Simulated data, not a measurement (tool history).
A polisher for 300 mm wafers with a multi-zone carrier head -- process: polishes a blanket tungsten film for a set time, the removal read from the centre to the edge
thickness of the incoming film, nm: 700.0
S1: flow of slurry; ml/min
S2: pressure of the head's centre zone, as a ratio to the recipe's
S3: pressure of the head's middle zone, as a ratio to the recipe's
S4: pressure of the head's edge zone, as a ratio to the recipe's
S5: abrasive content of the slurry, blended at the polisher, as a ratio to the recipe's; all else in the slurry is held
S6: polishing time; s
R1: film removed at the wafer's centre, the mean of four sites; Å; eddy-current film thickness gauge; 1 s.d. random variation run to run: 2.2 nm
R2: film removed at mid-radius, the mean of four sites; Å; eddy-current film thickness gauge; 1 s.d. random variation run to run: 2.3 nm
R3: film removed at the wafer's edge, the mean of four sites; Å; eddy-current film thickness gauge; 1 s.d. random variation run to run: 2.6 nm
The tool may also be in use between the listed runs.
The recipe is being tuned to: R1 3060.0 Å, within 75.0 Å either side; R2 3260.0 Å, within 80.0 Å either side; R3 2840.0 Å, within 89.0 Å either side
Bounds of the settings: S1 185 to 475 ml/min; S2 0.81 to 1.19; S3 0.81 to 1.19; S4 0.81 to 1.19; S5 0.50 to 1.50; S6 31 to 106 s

{"run": 1, "hour": 0.0, "S1": 305, "S2": 1.0, "S3": 1.0, "S4": 1.0, "S5": 1.0, "S6": 68, "R1": 2470.5, "R2": 2532.6, "R3": 2510.3}
{"run": 2, "hour": 3.9, "S1": 305, "S2": 1.0, "S3": 1.0, "S4": 1.0, "S5": 1.15, "S6": 68, "R1": 2607.8, "R2": 2642.5, "R3": 2658.7}
{"run": 3, "hour": 12.0, "S1": 235, "S2": 1.0, "S3": 1.0, "S4": 1.0, "S5": 1.15, "S6": 68, "R1": 2527.8, "R2": 2551.3, "R3": 2606.4}
{"run": 4, "hour": 14.8, "S1": 235, "S2": 1.0, "S3": 1.0, "S4": 1.0, "S5": 1.05, "S6": 68, "R1": 2442.4, "R2": 2478.1, "R3": 2468.6}
{"hour": 21.0, "done": "worn pad replaced by a new one"}
{"run": 5, "hour": 21.0, "S1": 260, "S2": 1.02, "S3": 1.03, "S4": 1.01, "S5": 1.05, "S6": 68, "R1": 2720.5, "R2": 2843.0, "R3": 2819.1}
{"run": 6, "hour": 23.4, "S1": 260, "S2": 1.02, "S3": 1.03, "S4": 1.01, "S5": 1.2, "S6": 68, "R1": 2880.4, "R2": 2992.8, "R3": 2916.7}
{"run": 7, "hour": 30.6, "S1": 280, "S2": 1.02, "S3": 1.03, "S4": 0.99, "S5": 1.2, "S6": 68, "R1": 2910.1, "R2": 2934.1, "R3": 2868.6}
{"run": 8, "hour": 33.8, "S1": 295, "S2": 1.02, "S3": 1.04, "S4": 0.98, "S5": 1.15, "S6": 68, "R1": 2897.9, "R2": 2949.8, "R3": 2849.3}
{"run": 9, "hour": 35.0, "S1": 310, "S2": 1.02, "S3": 1.05, "S4": 0.97, "S5": 1.1, "S6": 68, "R1": 2861.8, "R2": 2965.9, "R3": 2821.4}
{"run": 10, "hour": 38.2, "S1": 325, "S2": 1.02, "S3": 1.06, "S4": 0.96, "S5": 1.1, "S6": 68, "R1": 2884.7, "R2": 2990.4, "R3": 2826.3}

Which single option among these 4 for the next run brings every result within its allowed miss of target? Just one does.
{"run": "A", "hour": 41.4, "S1": 330, "S2": 1.09, "S3": 1.17, "S4": 0.88, "S5": 1.1, "S6": 68, "R1": "?", "R2": "?", "R3": "?"}
{"run": "B", "hour": 41.4, "S1": 320, "S2": 1.02, "S3": 1.15, "S4": 0.98, "S5": 1.15, "S6": 67, "R1": "?", "R2": "?", "R3": "?"}
{"run": "C", "hour": 41.4, "S1": 385, "S2": 1.06, "S3": 1.13, "S4": 0.95, "S5": 1.15, "S6": 67, "R1": "?", "R2": "?", "R3": "?"}
{"run": "D", "hour": 41.4, "S1": 325, "S2": 1.03, "S3": 1.14, "S4": 0.83, "S5": 1.05, "S6": 70, "R1": "?", "R2": "?", "R3": "?"}

move=A R1=3097.4 R2=3264.8 R3=2724.0
move=B R1=2888.1 R2=3208.9 R3=2845.6
move=C R1=3057.0 R2=3212.7 R3=2844.2
move=D R1=2958.1 R2=3230.3 R3=2692.9
A: the furthest-off result lands on target, but another misses its tolerance
B: the furthest-off result lands on target, but another misses its tolerance
C: hits every target within its allowed miss
D: the furthest-off result lands on target, but another misses its tolerance
Move C is the one to make.

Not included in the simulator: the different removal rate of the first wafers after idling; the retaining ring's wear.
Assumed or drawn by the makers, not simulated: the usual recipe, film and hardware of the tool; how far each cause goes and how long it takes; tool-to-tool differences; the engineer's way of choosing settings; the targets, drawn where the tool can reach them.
